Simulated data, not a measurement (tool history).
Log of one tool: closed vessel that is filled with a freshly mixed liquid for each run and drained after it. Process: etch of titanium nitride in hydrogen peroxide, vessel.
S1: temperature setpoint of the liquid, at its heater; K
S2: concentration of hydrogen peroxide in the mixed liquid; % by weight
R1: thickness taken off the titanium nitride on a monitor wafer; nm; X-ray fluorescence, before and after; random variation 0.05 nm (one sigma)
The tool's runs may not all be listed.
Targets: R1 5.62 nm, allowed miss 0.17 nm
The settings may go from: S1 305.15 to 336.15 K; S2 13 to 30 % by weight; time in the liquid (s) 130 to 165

run 1 day=0 | S1=320.15 S2=25 time_in_the_liquid_(s)=165 | R1=12.069
run 2 day=0.254 | S1=318.15 S2=25 time_in_the_liquid_(s)=165 | R1=10.41
run 3 day=0.425 | S1=318.15 S2=21 time_in_the_liquid_(s)=165 | R1=9.944
run 4 day=0.546 | S1=318.15 S2=21 time_in_the_liquid_(s)=165 | R1=10.005
run 5 day=0.921 | S1=316.65 S2=21 time_in_the_liquid_(s)=165 | R1=9.0823
run 6 day=0.942 | S1=315.15 S2=21 time_in_the_liquid_(s)=165 | R1=7.8278
run 7 day=1.121 | S1=314.65 S2=21 time_in_the_liquid_(s)=165 | R1=7.6919
run 8 day=1.212 | S1=313.65 S2=21 time_in_the_liquid_(s)=165 | R1=7.1344
run 9 day=1.45 | S1=313.65 S2=21 time_in_the_liquid_(s)=165 | R1=7.2461
run 10 day=1.65 | S1=313.15 S2=21 time_in_the_liquid_(s)=165 | R1=6.8176
run 11 day=1.908 | S1=312.65 S2=21 time_in_the_liquid_(s)=165 | R1=6.6308
run 12 day=2.212 | S1=312.15 S2=21 time_in_the_liquid_(s)=165 | R1=6.3887
-- day=2.442 thermometer replaced
run 13 day=2.442 | S1=311.65 S2=21 time_in_the_liquid_(s)=165 | R1=5.217
run 14 day=2.65 | S1=312.15 S2=21 time_in_the_liquid_(s)=165 | R1=5.4178

Which of these 5 next moves meets every target?
run A day=2.858 | S1=313.65 S2=27.5 time_in_the_liquid_(s)=130 | R1=?
run B day=2.858 | S1=312.15 S2=19.5 time_in_the_liquid_(s)=165 | R1=?
run C day=2.858 | S1=314.15 S2=13 time_in_the_liquid_(s)=145 | R1=?
run D day=2.858 | S1=313.15 S2=17.5 time_in_the_liquid_(s)=165 | R1=?
run E day=2.858 | S1=311.15 S2=25 time_in_the_liquid_(s)=165 | R1=?

move=A R1=5.0462
move=B R1=5.2959
move=C R1=4.9823
move=D R1=5.5904
move=E R1=5.1703
A: further off than the last run
B: further off than the last run
C: further off than the last run
D: meets every target
E: further off than the last run
The right move is D.
